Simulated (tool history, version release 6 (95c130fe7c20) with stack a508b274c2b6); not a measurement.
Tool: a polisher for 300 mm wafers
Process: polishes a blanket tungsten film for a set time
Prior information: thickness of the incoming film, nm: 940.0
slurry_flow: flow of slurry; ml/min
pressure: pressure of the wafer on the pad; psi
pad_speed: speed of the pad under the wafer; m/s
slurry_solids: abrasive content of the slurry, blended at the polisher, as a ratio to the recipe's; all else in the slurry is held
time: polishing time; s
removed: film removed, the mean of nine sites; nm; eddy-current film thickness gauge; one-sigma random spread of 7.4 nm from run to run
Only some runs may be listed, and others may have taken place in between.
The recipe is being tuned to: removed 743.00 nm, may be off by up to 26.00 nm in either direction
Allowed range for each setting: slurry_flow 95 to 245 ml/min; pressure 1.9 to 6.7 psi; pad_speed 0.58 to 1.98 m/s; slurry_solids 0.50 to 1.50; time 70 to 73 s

run,hour,slurry_flow,pressure,pad_speed,slurry_solids,time,removed
1,0.0,155,4.3,1.28,1.00,70,577.85
2,4.9,155,4.3,1.02,1.00,70,483.61
3,11.9,125,4.3,1.02,1.00,70,470.34
4,15.4,125,4.3,0.72,1.00,70,345.12
5,20.6,125,4.3,0.98,1.00,70,447.40
6,26.9,125,4.3,1.24,1.00,70,553.07
7,31.9,160,5.5,1.26,1.00,70,677.19
8,34.1,160,5.6,1.26,1.00,70,694.99

Exactly one of the 5 candidate moves below puts every result within its allowed miss. Which one?
A,36.3,160,5.5,1.36,1.00,72,?
B,36.3,160,4.6,1.30,1.00,72,?
C,36.3,175,5.3,1.16,1.20,70,?
D,36.3,175,4.8,1.34,1.00,70,?
E,36.3,215,5.9,1.12,0.95,70,?

move,removed
A,767.20
B,650.86
C,667.95
D,675.26
E,670.28
A: meets every target
B: lands further from the targets than the last run did
C: lands further from the targets than the last run did
D: lands further from the targets than the last run did
E: lands further from the targets than the last run did
Move A is the one to make.

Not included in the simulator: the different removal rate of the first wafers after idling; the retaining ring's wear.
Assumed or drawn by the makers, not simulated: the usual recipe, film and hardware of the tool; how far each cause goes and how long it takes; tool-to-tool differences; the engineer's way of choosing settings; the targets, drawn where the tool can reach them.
